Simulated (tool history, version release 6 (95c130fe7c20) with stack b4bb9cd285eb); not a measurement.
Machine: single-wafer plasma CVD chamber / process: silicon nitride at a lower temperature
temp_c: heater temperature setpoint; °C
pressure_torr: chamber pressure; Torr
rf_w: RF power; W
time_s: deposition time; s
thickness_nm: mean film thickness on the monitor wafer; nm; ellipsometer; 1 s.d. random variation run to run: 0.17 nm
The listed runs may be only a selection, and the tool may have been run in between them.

Run 1, hour 0.0: temp_c 350 °C, pressure_torr 1.37 Torr, rf_w 405 W, time_s 27.4 s. Result: thickness_nm 38.532 nm.
Run 2, hour 8.8: temp_c 355 °C, pressure_torr 1.37 Torr, rf_w 405 W, time_s 27.4 s. Result: thickness_nm 39.111 nm.
Run 3, hour 17.8: temp_c 355 °C, pressure_torr 1.37 Torr, rf_w 405 W, time_s 26.1 s. Result: thickness_nm 36.913 nm.
Run 4, hour 25.2: temp_c 347 °C, pressure_torr 1.37 Torr, rf_w 405 W, time_s 26.1 s. Result: thickness_nm 36.699 nm.
Run 5, hour 33.2: temp_c 346 °C, pressure_torr 1.25 Torr, rf_w 385 W, time_s 26.1 s. Result: thickness_nm 34.718 nm.
Run 6, hour 40.5: temp_c 346 °C, pressure_torr 1.15 Torr, rf_w 375 W, time_s 26.1 s. Result: thickness_nm 33.133 nm.

What will run 7 give?
Run 7, hour 46.0: temp_c 346 °C, pressure_torr 1.08 Torr, rf_w 370 W, time_s 26.1 s. Result: thickness_nm ?.

For run 7 the tool returned thickness_nm 32.523 nm.
